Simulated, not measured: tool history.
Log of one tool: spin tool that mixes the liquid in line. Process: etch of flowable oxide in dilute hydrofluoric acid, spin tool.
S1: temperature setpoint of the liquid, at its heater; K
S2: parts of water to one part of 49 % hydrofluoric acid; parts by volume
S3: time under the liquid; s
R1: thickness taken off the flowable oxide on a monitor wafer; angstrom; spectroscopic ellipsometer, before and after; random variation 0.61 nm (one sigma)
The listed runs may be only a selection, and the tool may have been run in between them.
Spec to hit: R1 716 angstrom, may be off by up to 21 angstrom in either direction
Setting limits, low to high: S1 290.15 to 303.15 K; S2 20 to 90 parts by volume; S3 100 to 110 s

{"run": 1, "hour": 0.0, "S1": 295.15, "S2": 50, "S3": 100, "R1": 821.64}
{"run": 2, "hour": 5.8, "S1": 295.15, "S2": 50, "S3": 110, "R1": 920.79}
{"run": 3, "hour": 11.8, "S1": 295.15, "S2": 35, "S3": 110, "R1": 1340.5}
{"run": 4, "hour": 16.5, "S1": 295.15, "S2": 35, "S3": 110, "R1": 1319.4}
{"run": 5, "hour": 21.2, "S1": 295.15, "S2": 35, "S3": 100, "R1": 1214.4}
{"run": 6, "hour": 25.5, "S1": 294.65, "S2": 35, "S3": 100, "R1": 1199.6}
{"run": 7, "hour": 29.0, "S1": 290.65, "S2": 55, "S3": 100, "R1": 629.97}
{"run": 8, "hour": 30.8, "S1": 291.15, "S2": 55, "S3": 100, "R1": 636.18}
{"run": 9, "hour": 32.1, "S1": 291.65, "S2": 55, "S3": 100, "R1": 650.49}
{"run": 10, "hour": 40.9, "S1": 292.15, "S2": 55, "S3": 100, "R1": 676.54}

5 candidate next runs follow, results not yet known. Just one meets every target within its allowed miss. Identify it.
{"run": "A", "hour": 49.7, "S1": 293.65, "S2": 55, "S3": 100, "R1": "?"}
{"run": "B", "hour": 49.7, "S1": 292.65, "S2": 60, "S3": 100, "R1": "?"}
{"run": "C", "hour": 49.7, "S1": 291.65, "S2": 55, "S3": 100, "R1": "?"}
{"run": "D", "hour": 49.7, "S1": 290.65, "S2": 55, "S3": 105, "R1": "?"}
{"run": "E", "hour": 49.7, "S1": 294.65, "S2": 60, "S3": 100, "R1": "?"}

move=A R1=706.81
move=B R1=617.42
move=C R1=649.22
move=D R1=652.98
move=E R1=671.53
A: hits every target within its allowed miss
B: misses by more than the last run did
C: misses by more than the last run did
D: misses by more than the last run did
E: misses by more than the last run did
Correct choice: A, which meets every target
